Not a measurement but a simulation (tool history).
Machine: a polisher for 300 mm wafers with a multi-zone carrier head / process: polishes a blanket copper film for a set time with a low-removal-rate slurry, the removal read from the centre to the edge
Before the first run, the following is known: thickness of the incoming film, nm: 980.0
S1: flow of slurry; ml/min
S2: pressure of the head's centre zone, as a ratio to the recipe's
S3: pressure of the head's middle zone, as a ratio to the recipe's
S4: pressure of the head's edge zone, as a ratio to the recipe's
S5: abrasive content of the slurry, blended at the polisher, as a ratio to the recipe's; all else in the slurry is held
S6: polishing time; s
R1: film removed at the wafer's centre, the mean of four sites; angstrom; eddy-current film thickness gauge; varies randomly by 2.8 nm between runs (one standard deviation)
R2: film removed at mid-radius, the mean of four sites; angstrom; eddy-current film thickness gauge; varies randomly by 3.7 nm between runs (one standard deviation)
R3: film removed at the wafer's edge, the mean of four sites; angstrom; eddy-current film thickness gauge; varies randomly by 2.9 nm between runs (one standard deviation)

run  hour   S1    S2    S3    S4    S5  S6      R1      R2      R3
  1   0.0  130  1.00  1.00  1.00  1.00  84  3660.3  3805.1  3768.1
  2   4.8  130  1.00  0.96  1.00  1.00  84  3670.0  3634.2  3819.3
  3   6.9  120  1.00  0.97  0.98  1.00  84  3596.3  3537.8  3735.2
  4  11.9  115  0.99  0.99  0.96  1.00  84  3534.5  3602.3  3665.8
  5  15.3  115  0.99  0.96  0.96  1.00  84  3515.0  3527.8  3668.9
  6  16.0  115  0.91  0.96  0.96  1.00  84  3233.4  3465.4  3623.8
  7  20.5  115  0.92  0.97  0.93  1.00  84  3255.0  3524.7  3605.2

Expected results for the next run?
  8  27.6  115  0.93  0.98  0.91  0.95  84   ?   ?   ?

R1: 3278.3 angstrom
R2: 3508.8 angstrom
R3: 3576.2 angstrom
